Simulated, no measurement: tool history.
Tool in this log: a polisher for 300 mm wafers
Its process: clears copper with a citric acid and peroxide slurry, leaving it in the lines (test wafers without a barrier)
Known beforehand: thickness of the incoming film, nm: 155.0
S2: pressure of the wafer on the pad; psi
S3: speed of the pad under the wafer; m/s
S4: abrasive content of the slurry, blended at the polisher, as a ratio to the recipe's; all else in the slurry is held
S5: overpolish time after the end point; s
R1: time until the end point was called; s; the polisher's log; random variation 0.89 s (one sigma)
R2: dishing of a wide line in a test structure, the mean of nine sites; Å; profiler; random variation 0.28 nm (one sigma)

{"run": 1, "hour": 0.0, "flow of slurry (ml/min)": 265, "S2": 2.8, "S3": 0.96, "S4": 1.0, "S5": 8, "R1": 68.773, "R2": 126.09}
{"run": 2, "hour": 0.8, "flow of slurry (ml/min)": 265, "S2": 2.7, "S3": 0.96, "S4": 1.0, "S5": 9, "R1": 70.117, "R2": 138.71}
{"run": 3, "hour": 6.9, "flow of slurry (ml/min)": 265, "S2": 2.7, "S3": 0.96, "S4": 0.85, "S5": 9, "R1": 72.973, "R2": 130.25}
{"run": 4, "hour": 10.3, "flow of slurry (ml/min)": 270, "S2": 2.6, "S3": 0.96, "S4": 0.9, "S5": 10, "R1": 75.906, "R2": 147.8}
{"run": 5, "hour": 14.0, "flow of slurry (ml/min)": 270, "S2": 2.6, "S3": 0.96, "S4": 0.9, "S5": 9, "R1": 75.345, "R2": 128.22}
{"run": 6, "hour": 16.8, "flow of slurry (ml/min)": 210, "S2": 2.6, "S3": 0.96, "S4": 0.9, "S5": 9, "R1": 79.923, "R2": 124.72}
{"run": 7, "hour": 19.4, "flow of slurry (ml/min)": 205, "S2": 2.6, "S3": 0.96, "S4": 0.9, "S5": 10, "R1": 79.116, "R2": 143.12}
{"run": 8, "hour": 22.4, "flow of slurry (ml/min)": 205, "S2": 2.6, "S3": 0.96, "S4": 0.9, "S5": 11, "R1": 78.933, "R2": 152.81}
{"run": 9, "hour": 24.9, "flow of slurry (ml/min)": 205, "S2": 2.6, "S3": 0.96, "S4": 0.9, "S5": 11, "R1": 78.061, "R2": 151.79}
{"run": 10, "hour": 28.6, "flow of slurry (ml/min)": 200, "S2": 2.6, "S3": 0.96, "S4": 0.9, "S5": 11, "R1": 79.275, "R2": 146.4}
{"hour": 30.5, "done": "slurry nozzle cleaned"}
{"run": 11, "hour": 30.5, "flow of slurry (ml/min)": 205, "S2": 2.6, "S3": 0.96, "S4": 0.9, "S5": 12, "R1": 72.927, "R2": 175.11}
{"run": 12, "hour": 34.6, "flow of slurry (ml/min)": 200, "S2": 2.6, "S3": 0.96, "S4": 0.9, "S5": 12, "R1": 73.527, "R2": 180.49}
{"run": 13, "hour": 43.0, "flow of slurry (ml/min)": 200, "S2": 2.5, "S3": 0.96, "S4": 0.9, "S5": 12, "R1": 74.505, "R2": 172.46}
{"run": 14, "hour": 43.5, "flow of slurry (ml/min)": 195, "S2": 2.5, "S3": 0.96, "S4": 0.9, "S5": 12, "R1": 75.856, "R2": 166.77}

What does the tool deliver on the next run?
{"run": 15, "hour": 46.5, "flow of slurry (ml/min)": 190, "S2": 2.5, "S3": 0.96, "S4": 0.9, "S5": 12, "R1": "?", "R2": "?"}

{"run 15": {"R1": 74.448, "R2": 165.85}}
